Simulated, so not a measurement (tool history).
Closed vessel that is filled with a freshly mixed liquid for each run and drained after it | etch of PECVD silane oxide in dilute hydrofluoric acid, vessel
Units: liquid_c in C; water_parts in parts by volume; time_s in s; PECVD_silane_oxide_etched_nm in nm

| run | hour | liquid_c | water_parts | time_s | PECVD_silane_oxide_etched_nm |
|---|---|---|---|---|---|
| 1 | 0.0 | 20.0 | 90 | 80 | 30.321 |
| 2 | 7.4 | 17.5 | 90 | 80 | 27.475 |
| 3 | 9.4 | 17.0 | 90 | 80 | 26.746 |
| 4 | 11.7 | 17.0 | 90 | 80 | 26.843 |
| 5 | 17.8 | 17.0 | 90 | 80 | 26.841 |
| 6 | 25.6 | 17.0 | 90 | 80 | 26.924 |
| 7 | 26.8 | 20.5 | 85 | 80 | 33.178 |

The next listed run, before its measurement:
| 8 | 35.6 | 23.0 | 85 | 80 | ? |

{"run 8": {"PECVD_silane_oxide_etched_nm": 36.709}}

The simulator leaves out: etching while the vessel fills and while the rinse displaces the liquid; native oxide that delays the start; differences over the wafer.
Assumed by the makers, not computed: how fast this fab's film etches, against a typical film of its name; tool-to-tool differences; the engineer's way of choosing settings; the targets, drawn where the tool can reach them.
